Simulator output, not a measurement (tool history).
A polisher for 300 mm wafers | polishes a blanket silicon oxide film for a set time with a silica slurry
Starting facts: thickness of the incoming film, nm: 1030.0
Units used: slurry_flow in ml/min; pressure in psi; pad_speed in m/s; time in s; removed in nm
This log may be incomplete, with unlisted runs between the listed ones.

{"run": 1, "hour": 0.0, "slurry_flow": 245, "pressure": 2.9, "pad_speed": 1.24, "slurry_solids": 1, "time": 49, "removed": 114.49}
{"run": 2, "hour": 0.6, "slurry_flow": 245, "pressure": 2.9, "pad_speed": 0.98, "slurry_solids": 1, "time": 49, "removed": 95.266}
{"run": 3, "hour": 9.4, "slurry_flow": 245, "pressure": 2.9, "pad_speed": 0.7, "slurry_solids": 1, "time": 49, "removed": 73.143}
{"run": 4, "hour": 16.8, "slurry_flow": 245, "pressure": 2.3, "pad_speed": 0.7, "slurry_solids": 1, "time": 49, "removed": 57.57}
{"run": 5, "hour": 24.4, "slurry_flow": 245, "pressure": 2.3, "pad_speed": 0.7, "slurry_solids": 1, "time": 49, "removed": 57.381}
{"run": 6, "hour": 29.2, "slurry_flow": 245, "pressure": 2.8, "pad_speed": 0.76, "slurry_solids": 1, "time": 49, "removed": 74.134}
{"run": 7, "hour": 36.1, "slurry_flow": 245, "pressure": 3.2, "pad_speed": 0.82, "slurry_solids": 1, "time": 49, "removed": 91.184}
{"run": 8, "hour": 38.8, "slurry_flow": 245, "pressure": 3.2, "pad_speed": 0.82, "slurry_solids": 1, "time": 49, "removed": 89.975}
{"run": 9, "hour": 43.5, "slurry_flow": 245, "pressure": 3.5, "pad_speed": 0.88, "slurry_solids": 1, "time": 49, "removed": 104.23}

Forecast run 10:
{"run": 10, "hour": 48.3, "slurry_flow": 245, "pressure": 3.7, "pad_speed": 0.94, "slurry_solids": 1, "time": 49, "removed": "?"}

{"run 10": {"removed": 115.6}}

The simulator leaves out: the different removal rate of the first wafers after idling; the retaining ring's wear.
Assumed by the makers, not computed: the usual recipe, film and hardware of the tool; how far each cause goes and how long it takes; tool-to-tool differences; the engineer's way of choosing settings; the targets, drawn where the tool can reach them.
